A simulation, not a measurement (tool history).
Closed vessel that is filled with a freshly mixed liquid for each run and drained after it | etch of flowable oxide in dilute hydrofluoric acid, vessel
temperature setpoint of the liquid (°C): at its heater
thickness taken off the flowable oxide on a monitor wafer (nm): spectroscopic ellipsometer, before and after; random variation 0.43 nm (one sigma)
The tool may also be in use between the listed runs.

| run | hour | temperature setpoint of the liquid (°C) | parts of water to one part of 49 % hydrofluoric acid (parts by volume) | time in the liquid (s) | thickness taken off the flowable oxide on a monitor wafer (nm) |
|---|---|---|---|---|---|
| 1 | 0 | 26 | 160 | 100 | 21.874 |
| 2 | 3.3 | 26 | 120 | 100 | 31.146 |
| 3 | 4.8 | 27.5 | 120 | 100 | 32.581 |
| 4 | 13.2 | 28.5 | 120 | 100 | 33.787 |
| 5 | 18.9 | 29.5 | 120 | 100 | 34.451 |
| 6 | 23.5 | 30.5 | 120 | 100 | 36.824 |
| 7 | 24.3 | 31 | 120 | 100 | 37.522 |
| 8 | 29.3 | 31 | 120 | 100 | 36.96 |
| 9 | 32.9 | 31.5 | 120 | 100 | 38.105 |

Forecast run 10:
| 10 | 37.1 | 32 | 120 | 100 | ? |

Run 10 gave thickness taken off the flowable oxide on a monitor wafer (nm) 38.847.
